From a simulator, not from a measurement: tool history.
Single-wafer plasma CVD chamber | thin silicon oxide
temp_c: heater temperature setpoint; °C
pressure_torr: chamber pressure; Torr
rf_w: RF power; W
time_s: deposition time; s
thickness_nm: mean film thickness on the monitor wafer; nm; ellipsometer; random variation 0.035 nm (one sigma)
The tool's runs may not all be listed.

Run 1, hour 0: temp_c 420 °C, pressure_torr 0.605 Torr, rf_w 280 W, time_s 9.1 s. Result: thickness_nm 13.73 nm.
Run 2, hour 8.4: temp_c 420 °C, pressure_torr 0.535 Torr, rf_w 280 W, time_s 9.1 s. Result: thickness_nm 12.518 nm.
Run 3, hour 15.2: temp_c 420 °C, pressure_torr 0.578 Torr, rf_w 280 W, time_s 9.1 s. Result: thickness_nm 13.193 nm.
Run 4, hour 22.2: temp_c 420 °C, pressure_torr 0.578 Torr, rf_w 280 W, time_s 9.1 s. Result: thickness_nm 13.248 nm.
Run 5, hour 30.8: temp_c 420 °C, pressure_torr 0.578 Torr, rf_w 280 W, time_s 9.1 s. Result: thickness_nm 13.328 nm.
Run 6, hour 33.1: temp_c 420 °C, pressure_torr 0.609 Torr, rf_w 280 W, time_s 9.1 s. Result: thickness_nm 13.806 nm.
Run 7, hour 34.7: temp_c 420 °C, pressure_torr 0.637 Torr, rf_w 280 W, time_s 9.1 s. Result: thickness_nm 14.164 nm.
Run 8, hour 38.8: temp_c 420 °C, pressure_torr 0.665 Torr, rf_w 280 W, time_s 9.1 s. Result: thickness_nm 14.66 nm.
Run 9, hour 47.6: temp_c 420 °C, pressure_torr 0.686 Torr, rf_w 280 W, time_s 9.1 s. Result: thickness_nm 14.973 nm.

Forecast run 10:
Run 10, hour 53.7: temp_c 420 °C, pressure_torr 0.704 Torr, rf_w 280 W, time_s 9.1 s. Result: thickness_nm ?.

Run 10 gave thickness_nm 15.229 nm.

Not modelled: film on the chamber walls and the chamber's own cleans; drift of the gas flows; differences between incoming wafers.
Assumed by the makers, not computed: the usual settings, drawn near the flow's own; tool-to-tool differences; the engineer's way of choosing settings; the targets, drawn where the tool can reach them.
